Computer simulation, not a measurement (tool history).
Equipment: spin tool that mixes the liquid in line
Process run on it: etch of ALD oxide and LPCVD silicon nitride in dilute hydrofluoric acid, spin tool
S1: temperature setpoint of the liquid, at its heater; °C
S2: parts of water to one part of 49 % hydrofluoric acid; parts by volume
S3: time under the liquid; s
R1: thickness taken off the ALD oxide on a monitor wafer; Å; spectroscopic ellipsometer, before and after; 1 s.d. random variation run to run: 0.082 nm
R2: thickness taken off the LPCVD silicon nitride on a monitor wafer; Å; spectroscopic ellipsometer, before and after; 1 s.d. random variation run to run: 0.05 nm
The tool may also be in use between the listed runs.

run,hour,S1,S2,S3,R1,R2
1,0.0,23.0,140,140,87.409,4.6895
2,5.6,24.5,140,140,93.166,5.3449
3,10.6,24.5,160,140,78.702,4.9413
4,11.3,25.5,155,140,85.577,5.6698
5,15.9,26.0,150,140,91.853,5.9568
6,17.1,26.5,150,140,90.998,6.1121
7,18.8,27.0,145,140,97.181,6.1811

The next listed run, before its measurement:
8,24.8,27.5,145,140,?,?

{"run 8": {"R1": 101.06, "R2": 6.016}}
